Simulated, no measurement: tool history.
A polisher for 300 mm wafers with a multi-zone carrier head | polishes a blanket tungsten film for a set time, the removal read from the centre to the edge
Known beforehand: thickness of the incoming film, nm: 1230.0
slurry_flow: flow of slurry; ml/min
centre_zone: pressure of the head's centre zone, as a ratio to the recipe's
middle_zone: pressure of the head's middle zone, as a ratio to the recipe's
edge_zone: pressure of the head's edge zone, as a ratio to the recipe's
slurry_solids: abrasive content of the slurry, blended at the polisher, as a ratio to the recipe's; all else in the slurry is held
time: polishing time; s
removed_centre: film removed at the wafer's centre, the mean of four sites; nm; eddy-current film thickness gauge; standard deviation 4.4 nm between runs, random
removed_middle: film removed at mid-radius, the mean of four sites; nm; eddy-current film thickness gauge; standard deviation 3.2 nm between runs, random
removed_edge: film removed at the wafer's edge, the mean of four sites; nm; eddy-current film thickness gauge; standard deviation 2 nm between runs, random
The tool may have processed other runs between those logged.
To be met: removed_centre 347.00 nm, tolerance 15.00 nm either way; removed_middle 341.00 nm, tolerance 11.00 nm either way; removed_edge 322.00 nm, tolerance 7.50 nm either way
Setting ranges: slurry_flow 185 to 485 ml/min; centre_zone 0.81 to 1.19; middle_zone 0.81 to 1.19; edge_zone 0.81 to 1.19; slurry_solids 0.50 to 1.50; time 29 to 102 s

run 1 hour=0.0 | slurry_flow=310 centre_zone=1.00 middle_zone=1.00 edge_zone=1.00 slurry_solids=1.00 time=65 | removed_centre=389.40 removed_middle=380.90 removed_edge=381.70
run 2 hour=8.8 | slurry_flow=375 centre_zone=1.00 middle_zone=1.00 edge_zone=1.00 slurry_solids=1.00 time=65 | removed_centre=388.65 removed_middle=386.92 removed_edge=386.35
run 3 hour=9.8 | slurry_flow=375 centre_zone=1.00 middle_zone=1.00 edge_zone=1.00 slurry_solids=1.00 time=80 | removed_centre=487.88 removed_middle=489.85 removed_edge=478.36
run 4 hour=16.6 | slurry_flow=375 centre_zone=1.00 middle_zone=1.00 edge_zone=1.00 slurry_solids=1.00 time=93 | removed_centre=568.90 removed_middle=562.31 removed_edge=558.24
run 5 hour=24.3 | slurry_flow=375 centre_zone=1.00 middle_zone=1.00 edge_zone=1.00 slurry_solids=0.85 time=93 | removed_centre=547.77 removed_middle=535.73 removed_edge=528.73
run 6 hour=32.0 | slurry_flow=370 centre_zone=0.99 middle_zone=0.99 edge_zone=0.97 slurry_solids=0.80 time=89 | removed_centre=506.01 removed_middle=504.10 removed_edge=497.26
run 7 hour=38.8 | slurry_flow=370 centre_zone=0.99 middle_zone=0.99 edge_zone=0.97 slurry_solids=0.80 time=89 | removed_centre=495.54 removed_middle=510.64 removed_edge=491.62
run 8 hour=46.4 | slurry_flow=360 centre_zone=1.00 middle_zone=0.97 edge_zone=0.95 slurry_solids=0.75 time=85 | removed_centre=484.37 removed_middle=472.63 removed_edge=460.12
run 9 hour=52.7 | slurry_flow=355 centre_zone=1.00 middle_zone=0.96 edge_zone=0.94 slurry_solids=0.70 time=82 | removed_centre=453.17 removed_middle=438.53 removed_edge=433.23
run 10 hour=55.5 | slurry_flow=350 centre_zone=1.00 middle_zone=0.96 edge_zone=0.92 slurry_solids=0.65 time=79 | removed_centre=424.81 removed_middle=416.51 removed_edge=408.12
run 11 hour=59.0 | slurry_flow=350 centre_zone=1.00 middle_zone=0.96 edge_zone=0.90 slurry_solids=0.60 time=77 | removed_centre=405.24 removed_middle=389.00 removed_edge=385.02
run 12 hour=63.1 | slurry_flow=350 centre_zone=1.00 middle_zone=0.97 edge_zone=0.89 slurry_solids=0.60 time=76 | removed_centre=401.55 removed_middle=387.64 removed_edge=373.71
run 13 hour=68.8 | slurry_flow=350 centre_zone=0.99 middle_zone=0.97 edge_zone=0.88 slurry_solids=0.60 time=75 | removed_centre=388.67 removed_middle=392.09 removed_edge=366.87
run 14 hour=76.5 | slurry_flow=350 centre_zone=0.99 middle_zone=0.96 edge_zone=0.87 slurry_solids=0.60 time=74 | removed_centre=388.47 removed_middle=383.53 removed_edge=359.08
run 15 hour=77.4 | slurry_flow=350 centre_zone=0.98 middle_zone=0.95 edge_zone=0.86 slurry_solids=0.60 time=73 | removed_centre=379.44 removed_middle=374.77 removed_edge=354.27
run 16 hour=86.1 | slurry_flow=350 centre_zone=0.98 middle_zone=0.94 edge_zone=0.85 slurry_solids=0.60 time=72 | removed_centre=373.39 removed_middle=362.17 removed_edge=354.19
run 17 hour=92.1 | slurry_flow=350 centre_zone=0.98 middle_zone=0.94 edge_zone=0.84 slurry_solids=0.60 time=72 | removed_centre=370.18 removed_middle=368.67 removed_edge=346.30

Below are 5 possible settings for the next run. Only one of them brings all results inside the allowed miss of their targets. Which is it?
run A hour=98.1 | slurry_flow=440 centre_zone=0.96 middle_zone=1.00 edge_zone=0.81 slurry_solids=0.75 time=63 | removed_centre=? removed_middle=? removed_edge=?
run B hour=98.1 | slurry_flow=400 centre_zone=0.84 middle_zone=1.01 edge_zone=0.86 slurry_solids=0.50 time=73 | removed_centre=? removed_middle=? removed_edge=?
run C hour=98.1 | slurry_flow=370 centre_zone=0.91 middle_zone=1.07 edge_zone=0.81 slurry_solids=0.60 time=70 | removed_centre=? removed_middle=? removed_edge=?
run D hour=98.1 | slurry_flow=335 centre_zone=0.96 middle_zone=1.03 edge_zone=0.81 slurry_solids=0.75 time=64 | removed_centre=? removed_middle=? removed_edge=?
run E hour=98.1 | slurry_flow=265 centre_zone=1.01 middle_zone=1.00 edge_zone=0.88 slurry_solids=0.75 time=63 | removed_centre=? removed_middle=? removed_edge=?

move=A removed_centre=344.78 removed_middle=353.68 removed_edge=318.19
move=B removed_centre=317.79 removed_middle=370.00 removed_edge=339.75
move=C removed_centre=340.86 removed_middle=384.61 removed_edge=330.81
move=D removed_centre=343.18 removed_middle=359.84 removed_edge=318.48
move=E removed_centre=346.13 removed_middle=340.46 removed_edge=320.66
A: the worst result of the last run now meets its target, but another is out of spec
B: nearer the targets than the last run, but a result is still out of spec
C: its largest miss is bigger than the last run's
D: the worst result of the last run now meets its target, but another is out of spec
E: all results land within tolerance of their targets
So the answer is move E, the one that meets all the targets.

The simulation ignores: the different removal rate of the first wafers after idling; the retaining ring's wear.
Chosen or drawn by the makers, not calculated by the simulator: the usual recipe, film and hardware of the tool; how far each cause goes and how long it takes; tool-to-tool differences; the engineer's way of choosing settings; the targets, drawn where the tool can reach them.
